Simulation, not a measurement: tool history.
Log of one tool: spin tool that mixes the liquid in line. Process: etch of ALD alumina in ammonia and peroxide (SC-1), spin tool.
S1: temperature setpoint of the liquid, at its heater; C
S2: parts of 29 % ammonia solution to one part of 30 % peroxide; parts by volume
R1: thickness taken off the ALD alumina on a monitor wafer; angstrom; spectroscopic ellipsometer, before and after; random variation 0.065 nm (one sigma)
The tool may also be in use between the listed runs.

Run 1, day 0: S1 56 C, S2 0.45 parts by volume, time under the liquid (s) 315. Result: R1 133.59 angstrom.
Run 2, day 0.075: S1 53 C, S2 0.45 parts by volume, time under the liquid (s) 315. Result: R1 115.43 angstrom.
Run 3, day 0.267: S1 53 C, S2 0.45 parts by volume, time under the liquid (s) 335. Result: R1 122.66 angstrom.
Run 4, day 0.567: S1 53 C, S2 0.45 parts by volume, time under the liquid (s) 315. Result: R1 115.15 angstrom.
Run 5, day 0.783: S1 48.5 C, S2 0.45 parts by volume, time under the liquid (s) 315. Result: R1 88.638 angstrom.
Run 6, day 1.104: S1 41.5 C, S2 0.45 parts by volume, time under the liquid (s) 315. Result: R1 60.445 angstrom.
Run 7, day 1.183: S1 43.5 C, S2 0.45 parts by volume, time under the liquid (s) 315. Result: R1 67.772 angstrom.
Run 8, day 1.508: S1 44.5 C, S2 0.45 parts by volume, time under the liquid (s) 315. Result: R1 71.706 angstrom.
Run 9, day 1.708: S1 45.5 C, S2 0.45 parts by volume, time under the liquid (s) 315. Result: R1 75.378 angstrom.

Estimate the outcome of run 10 from the log above:
Run 10, day 1.867: S1 46 C, S2 0.45 parts by volume, time under the liquid (s) 315. Result: R1 ?.

R1: 77.633 angstrom

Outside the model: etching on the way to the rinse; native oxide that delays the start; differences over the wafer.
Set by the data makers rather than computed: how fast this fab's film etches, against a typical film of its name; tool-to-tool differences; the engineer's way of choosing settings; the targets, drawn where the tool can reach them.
